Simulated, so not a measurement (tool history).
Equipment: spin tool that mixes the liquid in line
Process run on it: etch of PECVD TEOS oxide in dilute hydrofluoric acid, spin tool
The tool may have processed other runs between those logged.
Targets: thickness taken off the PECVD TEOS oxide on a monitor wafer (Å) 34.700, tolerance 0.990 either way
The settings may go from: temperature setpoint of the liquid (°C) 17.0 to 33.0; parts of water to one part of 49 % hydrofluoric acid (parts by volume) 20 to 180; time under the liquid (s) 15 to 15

run	hour	temperature setpoint of the liquid (°C)	parts of water to one part of 49 % hydrofluoric acid (parts by volume)	time under the liquid (s)	thickness taken off the PECVD TEOS oxide on a monitor wafer (Å)
1	0.0	25.0	100	15	43.237
2	6.5	25.0	80	15	55.254
3	8.4	24.0	80	15	53.741
4	11.6	22.0	80	15	49.231
5	16.1	21.5	80	15	48.363
6	20.4	21.5	80	15	48.897
7	26.8	21.0	80	15	47.271
8	33.1	20.5	80	15	46.940
9	36.3	17.0	100	15	31.611

4 candidate next runs follow, results not yet known. Just one meets every target within its allowed miss. Identify it.
A	39.5	18.0	95	15	?
B	39.5	17.0	95	15	?
C	39.5	17.5	85	15	?
D	39.5	18.5	105	15	?

move	thickness taken off the PECVD TEOS oxide on a monitor wafer (Å)
A	34.797
B	33.361
C	38.490
D	31.804
A: hits every target within its allowed miss
B: nearer than the last run, and not there yet
C: carries the result that was furthest off beyond its target, to the other side
D: nearer than the last run, and not there yet
A is the move that brings every result within its allowed miss.

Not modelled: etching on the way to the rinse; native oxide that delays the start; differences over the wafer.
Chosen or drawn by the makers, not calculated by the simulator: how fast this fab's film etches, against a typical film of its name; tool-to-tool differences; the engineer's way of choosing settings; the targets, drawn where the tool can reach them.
